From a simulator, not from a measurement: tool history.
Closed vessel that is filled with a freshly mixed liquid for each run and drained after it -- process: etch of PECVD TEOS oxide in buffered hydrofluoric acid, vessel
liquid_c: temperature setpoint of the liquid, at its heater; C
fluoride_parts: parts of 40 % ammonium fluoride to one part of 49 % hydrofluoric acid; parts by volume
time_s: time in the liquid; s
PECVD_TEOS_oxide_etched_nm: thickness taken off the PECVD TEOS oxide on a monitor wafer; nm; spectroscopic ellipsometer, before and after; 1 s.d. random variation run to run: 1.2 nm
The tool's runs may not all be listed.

| run | day | liquid_c | fluoride_parts | time_s | PECVD_TEOS_oxide_etched_nm |
|---|---|---|---|---|---|
| 1 | 0 | 24 | 20 | 105 | 89.173 |
| 2 | 0.125 | 24 | 20 | 115 | 98.336 |
| 3 | 0.35 | 24 | 20 | 115 | 97.618 |
| 4 | 0.404 | 24 | 20 | 105 | 89.254 |
| 5 | 0.525 | 24 | 20 | 105 | 89.546 |
| 6 | 0.638 | 25 | 19.5 | 105 | 97.148 |

Estimate the outcome of run 7 from the log above:
| 7 | 0.683 | 26 | 19 | 105 | ? |

{"run 7": {"PECVD_TEOS_oxide_etched_nm": 105.56}}

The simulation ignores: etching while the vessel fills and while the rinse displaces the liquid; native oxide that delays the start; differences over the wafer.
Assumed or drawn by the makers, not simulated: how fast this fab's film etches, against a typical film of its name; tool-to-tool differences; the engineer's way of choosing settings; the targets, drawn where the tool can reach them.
